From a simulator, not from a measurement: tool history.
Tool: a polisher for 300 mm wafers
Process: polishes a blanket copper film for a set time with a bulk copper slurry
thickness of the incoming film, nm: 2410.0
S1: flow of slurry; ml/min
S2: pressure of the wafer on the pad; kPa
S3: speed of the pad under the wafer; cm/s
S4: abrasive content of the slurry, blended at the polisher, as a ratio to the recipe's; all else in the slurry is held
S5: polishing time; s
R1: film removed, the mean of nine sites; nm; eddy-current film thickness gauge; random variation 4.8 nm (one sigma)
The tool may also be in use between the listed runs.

{"run": 1, "hour": 0.0, "S1": 170, "S2": 23.4, "S3": 82, "S4": 1.0, "S5": 25, "R1": 260.35}
{"run": 2, "hour": 5.4, "S1": 175, "S2": 26.2, "S3": 82, "S4": 1.0, "S5": 25, "R1": 294.94}
{"run": 3, "hour": 9.4, "S1": 180, "S2": 28.3, "S3": 82, "S4": 1.0, "S5": 25, "R1": 317.32}
{"run": 4, "hour": 11.4, "S1": 180, "S2": 29.6, "S3": 84, "S4": 1.0, "S5": 25, "R1": 340.57}
{"run": 5, "hour": 14.6, "S1": 180, "S2": 31.0, "S3": 86, "S4": 1.0, "S5": 25, "R1": 365.64}
{"run": 6, "hour": 20.9, "S1": 185, "S2": 32.4, "S3": 88, "S4": 1.0, "S5": 25, "R1": 389.38}

The next listed run, before its measurement:
{"run": 7, "hour": 21.5, "S1": 185, "S2": 33.1, "S3": 90, "S4": 1.0, "S5": 25, "R1": "?"}

Run 7 gave R1 399.14 nm.
